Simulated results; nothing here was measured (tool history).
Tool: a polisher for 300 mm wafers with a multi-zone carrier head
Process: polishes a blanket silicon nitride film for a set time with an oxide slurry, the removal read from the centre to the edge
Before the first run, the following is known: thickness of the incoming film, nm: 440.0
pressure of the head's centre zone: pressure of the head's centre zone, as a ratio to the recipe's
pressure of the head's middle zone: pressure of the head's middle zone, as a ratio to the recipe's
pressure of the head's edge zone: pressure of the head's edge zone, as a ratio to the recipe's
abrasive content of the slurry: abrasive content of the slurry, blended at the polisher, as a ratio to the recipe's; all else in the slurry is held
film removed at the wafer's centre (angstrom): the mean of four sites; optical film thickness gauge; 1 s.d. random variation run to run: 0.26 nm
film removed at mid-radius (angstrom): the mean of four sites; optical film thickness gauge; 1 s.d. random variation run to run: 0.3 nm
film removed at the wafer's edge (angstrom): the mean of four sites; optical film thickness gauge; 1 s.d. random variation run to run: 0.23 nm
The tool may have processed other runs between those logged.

| run | hour | flow of slurry (ml/min) | pressure of the head's centre zone | pressure of the head's middle zone | pressure of the head's edge zone | abrasive content of the slurry | polishing time (s) | film removed at the wafer's centre (angstrom) | film removed at mid-radius (angstrom) | film removed at the wafer's edge (angstrom) |
|---|---|---|---|---|---|---|---|---|---|---|
| 1 | 0 | 140 | 1 | 1 | 1 | 1 | 53 | 229.72 | 225.6 | 231.22 |
| 2 | 3.6 | 140 | 1 | 1 | 1 | 0.8 | 53 | 208.39 | 204.6 | 209.33 |
| 3 | 11.2 | 140 | 1 | 1 | 1 | 0.7 | 53 | 198.97 | 190.5 | 192.81 |
| 4 | 16.9 | 145 | 1 | 1 | 1.02 | 0.75 | 53 | 207.59 | 197.1 | 203.24 |
| 5 | 19.5 | 160 | 1 | 1 | 1.02 | 0.75 | 53 | 211.74 | 204.5 | 207.6 |
| 6 | 25.6 | 165 | 1 | 1 | 1.04 | 0.8 | 53 | 216.73 | 210.72 | 218.93 |
| 7 | 34.5 | 205 | 1.05 | 1.05 | 1.14 | 1.05 | 53 | 267.77 | 258.19 | 263.87 |
| 8 | 35.2 | 205 | 1.05 | 1.05 | 1.14 | 1.05 | 53 | 263.11 | 261.55 | 260.16 |

Expected results for the next run?
| 9 | 38.8 | 205 | 1.04 | 1.04 | 1.15 | 1.05 | 53 | ? | ? | ? |

film removed at the wafer's centre (angstrom): 263.94
film removed at mid-radius (angstrom): 246.74
film removed at the wafer's edge (angstrom): 259.78
